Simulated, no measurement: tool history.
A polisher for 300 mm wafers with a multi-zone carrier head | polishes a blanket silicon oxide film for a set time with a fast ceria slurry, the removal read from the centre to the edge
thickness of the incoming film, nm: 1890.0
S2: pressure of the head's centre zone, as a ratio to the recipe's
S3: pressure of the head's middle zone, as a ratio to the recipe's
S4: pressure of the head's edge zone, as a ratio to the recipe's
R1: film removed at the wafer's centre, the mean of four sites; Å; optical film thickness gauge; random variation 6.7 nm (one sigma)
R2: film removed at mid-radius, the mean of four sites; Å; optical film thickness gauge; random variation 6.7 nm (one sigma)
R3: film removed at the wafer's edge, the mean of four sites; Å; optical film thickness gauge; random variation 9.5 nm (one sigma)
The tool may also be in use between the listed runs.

Run 1, day 0.000: flow of slurry (ml/min) 310, S2 1.00, S3 1.00, S4 1.00, polishing time (s) 61. Result: R1 7935.8 Å, R2 8003.8 Å, R3 7855.5 Å.
Run 2, day 0.188: flow of slurry (ml/min) 310, S2 1.05, S3 1.00, S4 1.00, polishing time (s) 61. Result: R1 8397.2 Å, R2 7922.6 Å, R3 8113.0 Å.
Run 3, day 0.292: flow of slurry (ml/min) 310, S2 1.05, S3 1.00, S4 1.08, polishing time (s) 61. Result: R1 8370.0 Å, R2 7987.7 Å, R3 8059.8 Å.
Run 4, day 0.375: flow of slurry (ml/min) 305, S2 1.03, S3 0.98, S4 1.08, polishing time (s) 60. Result: R1 8052.8 Å, R2 7821.4 Å, R3 8263.8 Å.
Run 5, day 0.579: flow of slurry (ml/min) 305, S2 1.02, S3 0.97, S4 1.07, polishing time (s) 58. Result: R1 7627.4 Å, R2 7432.1 Å, R3 7787.1 Å.
Run 6, day 0.700: flow of slurry (ml/min) 305, S2 1.02, S3 0.97, S4 1.07, polishing time (s) 64. Result: R1 8523.8 Å, R2 8347.2 Å, R3 8721.6 Å.

Forecast run 7:
Run 7, day 0.862: flow of slurry (ml/min) 305, S2 1.01, S3 0.96, S4 1.06, polishing time (s) 62. Result: R1 ?, R2 ?, R3 ?.

{"run 7": {"R1": 8143.5, "R2": 8030.1, "R3": 8396.9}}
